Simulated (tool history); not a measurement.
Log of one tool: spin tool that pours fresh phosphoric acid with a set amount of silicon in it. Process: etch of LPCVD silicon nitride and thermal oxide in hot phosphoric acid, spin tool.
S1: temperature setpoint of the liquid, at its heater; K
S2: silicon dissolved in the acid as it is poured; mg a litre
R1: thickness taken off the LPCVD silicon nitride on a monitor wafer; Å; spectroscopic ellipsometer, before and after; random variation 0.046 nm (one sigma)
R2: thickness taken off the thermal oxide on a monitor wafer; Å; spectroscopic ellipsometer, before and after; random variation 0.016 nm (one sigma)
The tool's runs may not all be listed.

{"run": 1, "hour": 0.0, "S1": 436.15, "S2": 11.5, "time under the liquid (s)": 130, "R1": 118.5, "R2": 3.5282}
{"run": 2, "hour": 3.9, "S1": 436.15, "S2": 11.5, "time under the liquid (s)": 95, "R1": 85.659, "R2": 1.8717}
{"run": 3, "hour": 8.3, "S1": 438.15, "S2": 11.5, "time under the liquid (s)": 95, "R1": 92.536, "R2": 3.1513}
{"run": 4, "hour": 16.5, "S1": 438.15, "S2": 11.5, "time under the liquid (s)": 65, "R1": 63.643, "R2": 1.8626}
{"run": 5, "hour": 20.8, "S1": 438.15, "S2": 11.5, "time under the liquid (s)": 35, "R1": 34.135, "R2": 1.1316}
{"hour": 26.0, "done": "heated supply line repaired"}
{"run": 6, "hour": 26.0, "S1": 436.15, "S2": 11.5, "time under the liquid (s)": 35, "R1": 33.609, "R2": 0.93791}
{"run": 7, "hour": 33.3, "S1": 437.15, "S2": 14.5, "time under the liquid (s)": 40, "R1": 40.185, "R2": 1.2091}
{"run": 8, "hour": 38.6, "S1": 437.15, "S2": 17.0, "time under the liquid (s)": 45, "R1": 45.045, "R2": 1.0106}
{"run": 9, "hour": 46.6, "S1": 438.15, "S2": 18.0, "time under the liquid (s)": 45, "R1": 45.955, "R2": 1.0596}
{"run": 10, "hour": 51.6, "S1": 438.65, "S2": 18.5, "time under the liquid (s)": 45, "R1": 46.952, "R2": 1.2315}
{"run": 11, "hour": 52.6, "S1": 439.15, "S2": 20.0, "time under the liquid (s)": 45, "R1": 47.467, "R2": 1.1961}

Forecast run 12:
{"run": 12, "hour": 54.9, "S1": 439.65, "S2": 21.0, "time under the liquid (s)": 45, "R1": "?", "R2": "?"}

R1: 48.897 Å
R2: 1.11940 Å
